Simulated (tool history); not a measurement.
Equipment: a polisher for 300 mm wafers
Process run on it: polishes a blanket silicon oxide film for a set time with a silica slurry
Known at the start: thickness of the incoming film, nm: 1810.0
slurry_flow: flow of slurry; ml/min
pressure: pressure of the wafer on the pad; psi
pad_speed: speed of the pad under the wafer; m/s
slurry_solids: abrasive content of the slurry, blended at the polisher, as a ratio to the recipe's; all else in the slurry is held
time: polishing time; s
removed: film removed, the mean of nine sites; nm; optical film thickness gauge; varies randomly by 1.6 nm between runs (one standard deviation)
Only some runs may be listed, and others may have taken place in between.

run 1 hour=0.0 | slurry_flow=155 pressure=4.2 pad_speed=1.38 slurry_solids=1.0 time=52 | removed=171.28
run 2 hour=6.3 | slurry_flow=115 pressure=4.2 pad_speed=1.38 slurry_solids=1.0 time=52 | removed=162.50
run 3 hour=13.9 | slurry_flow=115 pressure=4.2 pad_speed=1.66 slurry_solids=1.0 time=52 | removed=189.42
run 4 hour=18.5 | slurry_flow=95 pressure=4.2 pad_speed=1.66 slurry_solids=1.0 time=52 | removed=179.62
run 5 hour=20.5 | slurry_flow=95 pressure=4.2 pad_speed=1.66 slurry_solids=1.0 time=52 | removed=178.58
-- hour=28.2 worn pad replaced by a new one
run 6 hour=28.2 | slurry_flow=95 pressure=4.2 pad_speed=1.34 slurry_solids=1.0 time=52 | removed=169.41

The next listed run, before its measurement:
run 7 hour=32.7 | slurry_flow=95 pressure=4.0 pad_speed=1.34 slurry_solids=1.0 time=52 | removed=?

Run 7 measured removed 159.16 nm.

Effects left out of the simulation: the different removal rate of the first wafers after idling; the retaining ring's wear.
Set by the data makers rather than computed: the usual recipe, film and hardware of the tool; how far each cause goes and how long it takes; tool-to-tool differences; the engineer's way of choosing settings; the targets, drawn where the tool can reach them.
